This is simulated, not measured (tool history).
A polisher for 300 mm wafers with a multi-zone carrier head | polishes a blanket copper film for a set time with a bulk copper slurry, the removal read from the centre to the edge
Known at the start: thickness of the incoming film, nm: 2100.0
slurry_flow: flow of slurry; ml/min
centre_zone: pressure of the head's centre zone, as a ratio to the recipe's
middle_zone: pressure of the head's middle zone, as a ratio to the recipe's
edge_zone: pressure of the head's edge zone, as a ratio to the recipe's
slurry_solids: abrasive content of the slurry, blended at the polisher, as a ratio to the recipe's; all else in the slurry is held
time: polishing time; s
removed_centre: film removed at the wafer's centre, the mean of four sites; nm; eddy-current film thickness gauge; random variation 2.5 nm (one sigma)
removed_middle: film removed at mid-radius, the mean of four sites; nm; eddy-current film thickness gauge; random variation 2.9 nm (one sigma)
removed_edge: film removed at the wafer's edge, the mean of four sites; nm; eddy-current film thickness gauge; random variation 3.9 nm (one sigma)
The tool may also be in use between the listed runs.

run 1 day=0 | slurry_flow=315 centre_zone=1 middle_zone=1 edge_zone=1 slurry_solids=1 time=59 | removed_centre=338.13 removed_middle=355.11 removed_edge=358.18
run 2 day=0.3 | slurry_flow=315 centre_zone=1.05 middle_zone=1 edge_zone=1 slurry_solids=1 time=59 | removed_centre=359.54 removed_middle=355.86 removed_edge=352.99
run 3 day=0.396 | slurry_flow=315 centre_zone=1.05 middle_zone=0.93 edge_zone=1 slurry_solids=1 time=59 | removed_centre=351.14 removed_middle=335.95 removed_edge=346.68
run 4 day=0.508 | slurry_flow=315 centre_zone=1.02 middle_zone=0.93 edge_zone=0.96 slurry_solids=0.85 time=58 | removed_centre=326.44 removed_middle=323.63 removed_edge=334.42
run 5 day=0.8 | slurry_flow=345 centre_zone=1.02 middle_zone=0.93 edge_zone=0.96 slurry_solids=0.85 time=58 | removed_centre=333.2 removed_middle=323.16 removed_edge=340.37
-- day=0.838 centre zone pressure recalibrated
run 6 day=0.838 | slurry_flow=345 centre_zone=0.98 middle_zone=0.93 edge_zone=0.96 slurry_solids=0.85 time=58 | removed_centre=346.45 removed_middle=324.57 removed_edge=333.45
run 7 day=0.925 | slurry_flow=320 centre_zone=0.97 middle_zone=0.94 edge_zone=0.93 slurry_solids=0.75 time=57 | removed_centre=322.64 removed_middle=306.13 removed_edge=311.94
run 8 day=1.033 | slurry_flow=290 centre_zone=0.96 middle_zone=0.98 edge_zone=0.96 slurry_solids=0.7 time=56 | removed_centre=306.31 removed_middle=311.17 removed_edge=311.8

Forecast run 9:
run 9 day=1.375 | slurry_flow=290 centre_zone=0.96 middle_zone=0.98 edge_zone=0.96 slurry_solids=0.7 time=56 | removed_centre=? removed_middle=? removed_edge=?

removed_centre: 307.07 nm
removed_middle: 309.76 nm
removed_edge: 311.23 nm
